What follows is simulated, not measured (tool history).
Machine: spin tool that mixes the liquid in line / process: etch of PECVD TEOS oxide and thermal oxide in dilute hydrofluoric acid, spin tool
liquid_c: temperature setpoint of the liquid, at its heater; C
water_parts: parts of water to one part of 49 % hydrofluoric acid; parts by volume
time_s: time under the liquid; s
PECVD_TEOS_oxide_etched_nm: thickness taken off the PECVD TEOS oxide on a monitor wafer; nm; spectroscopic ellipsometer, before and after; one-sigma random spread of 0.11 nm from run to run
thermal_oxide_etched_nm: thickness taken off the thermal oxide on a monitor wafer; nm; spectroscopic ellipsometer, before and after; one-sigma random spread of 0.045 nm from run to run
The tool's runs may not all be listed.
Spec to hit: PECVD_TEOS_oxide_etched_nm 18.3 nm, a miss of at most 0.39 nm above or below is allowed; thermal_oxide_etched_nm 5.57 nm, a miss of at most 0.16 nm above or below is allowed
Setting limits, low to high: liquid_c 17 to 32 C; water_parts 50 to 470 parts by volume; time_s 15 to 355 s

Run 1, hour 0: liquid_c 24 C, water_parts 260 parts by volume, time_s 180 s. Result: PECVD_TEOS_oxide_etched_nm 8.2139 nm, thermal_oxide_etched_nm 2.4864 nm.
Run 2, hour 1.3: liquid_c 26.5 C, water_parts 225 parts by volume, time_s 180 s. Result: PECVD_TEOS_oxide_etched_nm 10.83 nm, thermal_oxide_etched_nm 3.312 nm.
Run 3, hour 4.7: liquid_c 28 C, water_parts 205 parts by volume, time_s 180 s. Result: PECVD_TEOS_oxide_etched_nm 12.751 nm, thermal_oxide_etched_nm 3.8544 nm.
Run 4, hour 12.6: liquid_c 28 C, water_parts 170 parts by volume, time_s 180 s. Result: PECVD_TEOS_oxide_etched_nm 16.133 nm, thermal_oxide_etched_nm 4.8692 nm.
Run 5, hour 14.2: liquid_c 28 C, water_parts 170 parts by volume, time_s 155 s. Result: PECVD_TEOS_oxide_etched_nm 13.876 nm, thermal_oxide_etched_nm 4.2086 nm.
Run 6, hour 17.9: liquid_c 28 C, water_parts 260 parts by volume, time_s 155 s. Result: PECVD_TEOS_oxide_etched_nm 8.208 nm, thermal_oxide_etched_nm 2.4902 nm.
Run 7, hour 18.8: liquid_c 29.5 C, water_parts 220 parts by volume, time_s 155 s. Result: PECVD_TEOS_oxide_etched_nm 10.665 nm, thermal_oxide_etched_nm 3.28 nm.
Run 8, hour 23.5: liquid_c 30 C, water_parts 190 parts by volume, time_s 155 s. Result: PECVD_TEOS_oxide_etched_nm 12.995 nm, thermal_oxide_etched_nm 3.9902 nm.
Run 9, hour 30.3: liquid_c 30.5 C, water_parts 170 parts by volume, time_s 155 s. Result: PECVD_TEOS_oxide_etched_nm 15.172 nm, thermal_oxide_etched_nm 4.5981 nm.
Run 10, hour 36.8: liquid_c 31 C, water_parts 160 parts by volume, time_s 155 s. Result: PECVD_TEOS_oxide_etched_nm 16.486 nm, thermal_oxide_etched_nm 5.0085 nm.
Run 11, hour 39.2: liquid_c 31 C, water_parts 160 parts by volume, time_s 155 s. Result: PECVD_TEOS_oxide_etched_nm 16.534 nm, thermal_oxide_etched_nm 5.0139 nm.
Run 12, hour 46.4: liquid_c 31.5 C, water_parts 155 parts by volume, time_s 155 s. Result: PECVD_TEOS_oxide_etched_nm 17.678 nm, thermal_oxide_etched_nm 5.3805 nm.

Which one of the following 4 next-run settings gets every result inside its allowed miss? There is exactly one.
Run A, hour 53.6: liquid_c 28 C, water_parts 155 parts by volume, time_s 170 s. Result: PECVD_TEOS_oxide_etched_nm ?, thermal_oxide_etched_nm ?.
Run B, hour 53.6: liquid_c 17 C, water_parts 50 parts by volume, time_s 75 s. Result: PECVD_TEOS_oxide_etched_nm ?, thermal_oxide_etched_nm ?.
Run C, hour 53.6: liquid_c 29.5 C, water_parts 160 parts by volume, time_s 170 s. Result: PECVD_TEOS_oxide_etched_nm ?, thermal_oxide_etched_nm ?.
Run D, hour 53.6: liquid_c 30 C, water_parts 180 parts by volume, time_s 205 s. Result: PECVD_TEOS_oxide_etched_nm ?, thermal_oxide_etched_nm ?.

move  PECVD_TEOS_oxide_etched_nm  thermal_oxide_etched_nm
   A                      16.982                   5.1622
   B                      16.921                   5.1435
   C                      17.261                   5.2467
   D                      18.361                   5.5812
A: further off than the last run
B: further off than the last run
C: further off than the last run
D: each result inside its tolerance
Correct choice: D, which meets every target
